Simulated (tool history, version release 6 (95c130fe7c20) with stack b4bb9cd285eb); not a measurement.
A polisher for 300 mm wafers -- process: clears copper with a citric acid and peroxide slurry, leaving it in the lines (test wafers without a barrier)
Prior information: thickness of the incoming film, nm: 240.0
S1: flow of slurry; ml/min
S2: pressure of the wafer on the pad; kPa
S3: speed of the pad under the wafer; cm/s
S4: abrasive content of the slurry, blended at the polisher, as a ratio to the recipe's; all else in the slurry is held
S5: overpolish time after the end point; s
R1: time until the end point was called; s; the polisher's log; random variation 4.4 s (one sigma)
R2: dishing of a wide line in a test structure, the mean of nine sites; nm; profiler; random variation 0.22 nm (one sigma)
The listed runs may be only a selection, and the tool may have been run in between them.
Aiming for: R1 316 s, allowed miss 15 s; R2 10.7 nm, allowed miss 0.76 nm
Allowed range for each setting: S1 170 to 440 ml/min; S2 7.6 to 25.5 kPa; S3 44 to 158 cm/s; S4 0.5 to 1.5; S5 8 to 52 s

run	day	S1	S2	S3	S4	S5	R1	R2
1	0	280	16.5	100	1	26	137.81	32.693
2	0.138	280	15.2	100	1	26	147.03	31.012
3	0.504	280	15.2	100	0.8	26	152.63	30.159
4	0.733	280	13.1	88	0.8	23	191.43	21.394
5	0.846	280	13.1	88	0.9	23	191.33	21.951
6	1.212	280	13.1	88	0.8	23	196.03	22.106
7	1.404	280	11.7	82	0.8	20	225.36	15.951
8	1.45	280	11.7	82	0.8	20	228.71	15.757
9	1.817	280	7.6	72	0.8	17	362.12	9.0934
10	2.046	280	8.3	72	0.8	17	323.91	9.3635

Below are 5 possible settings for the next run. Only one of them brings all results inside the allowed miss of their targets. Which is it?
A	2.275	285	10.3	70	0.9	16	?	?
B	2.275	230	9	84	0.7	13	?	?
C	2.275	175	9	76	0.7	18	?	?
D	2.275	170	12.4	52	0.8	16	?	?
E	2.275	290	7.6	78	0.8	15	?	?

move	R1	R2
A	284.79	10.419
B	280.52	8.6322
C	318.66	10.453
D	353.13	8.4804
E	325.01	8.583
A: the furthest-off result lands on target, but another misses its tolerance
B: lands further from the targets than the last run did
C: every result within its allowed miss
D: lands further from the targets than the last run did
E: lands further from the targets than the last run did
Answer: C

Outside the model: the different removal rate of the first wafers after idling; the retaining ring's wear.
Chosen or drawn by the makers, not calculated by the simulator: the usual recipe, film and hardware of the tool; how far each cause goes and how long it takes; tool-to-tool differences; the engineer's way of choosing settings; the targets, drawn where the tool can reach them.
